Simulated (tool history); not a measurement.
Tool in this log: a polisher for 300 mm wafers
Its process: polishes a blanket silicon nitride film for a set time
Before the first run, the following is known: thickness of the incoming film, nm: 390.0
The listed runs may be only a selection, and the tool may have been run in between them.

run  hour  flow of slurry (ml/min)  pressure of the wafer on the pad (psi)  speed of the pad under the wafer (cm/s)  polishing time (s)  film removed (angstrom)
  1   0.0                      290                                     4.4                                      102                  29                   607.65
  2   4.3                      290                                     3.4                                      102                  29                   476.00
  3  13.0                      320                                     3.4                                      102                  29                   465.10
  4  21.3                      320                                     4.0                                      104                  29                   552.38
     25.4  -- head pressure recalibrated
  5  25.4                      320                                     3.2                                      104                  29                   427.89
  6  31.0                      320                                     2.3                                      104                  29                   307.82
  7  39.1                      320                                     3.0                                      106                  29                   408.52
  8  43.7                      320                                     3.6                                      108                  29                   496.83
  9  50.9                      320                                     4.0                                      108                  29                   550.01
 10  54.1                      315                                     4.3                                      108                  29                   581.84
 11  55.5                      305                                     4.6                                      110                  29                   629.64
 12  63.0                      305                                     4.9                                      110                  29                   658.42

Run 13 has not been measured yet. What should we expect?
 13  71.1                      305                                     5.1                                      112                  29                        ?

Run 13 came out at film removed (angstrom) 707.04.
